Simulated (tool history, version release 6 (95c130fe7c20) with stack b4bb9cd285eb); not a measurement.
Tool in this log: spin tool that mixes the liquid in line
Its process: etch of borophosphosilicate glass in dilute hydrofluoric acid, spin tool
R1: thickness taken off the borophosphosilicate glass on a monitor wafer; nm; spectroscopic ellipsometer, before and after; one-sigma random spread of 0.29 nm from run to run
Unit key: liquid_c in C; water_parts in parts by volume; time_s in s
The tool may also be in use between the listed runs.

{"run": 1, "hour": 0.0, "liquid_c": 22.0, "water_parts": 95, "time_s": 45, "R1": 18.034}
{"run": 2, "hour": 5.6, "liquid_c": 22.0, "water_parts": 125, "time_s": 45, "R1": 13.121}
{"run": 3, "hour": 13.3, "liquid_c": 24.5, "water_parts": 95, "time_s": 45, "R1": 19.736}
{"run": 4, "hour": 17.0, "liquid_c": 24.5, "water_parts": 80, "time_s": 45, "R1": 24.01}
{"run": 5, "hour": 24.5, "liquid_c": 24.5, "water_parts": 100, "time_s": 45, "R1": 18.865}
{"run": 6, "hour": 29.3, "liquid_c": 26.5, "water_parts": 75, "time_s": 45, "R1": 27.725}
{"run": 7, "hour": 30.9, "liquid_c": 27.5, "water_parts": 60, "time_s": 45, "R1": 37.136}
{"run": 8, "hour": 37.5, "liquid_c": 28.5, "water_parts": 55, "time_s": 45, "R1": 42.391}

Predict the results of run 9:
{"run": 9, "hour": 42.9, "liquid_c": 29.0, "water_parts": 55, "time_s": 45, "R1": "?"}

R1: 42.992 nm
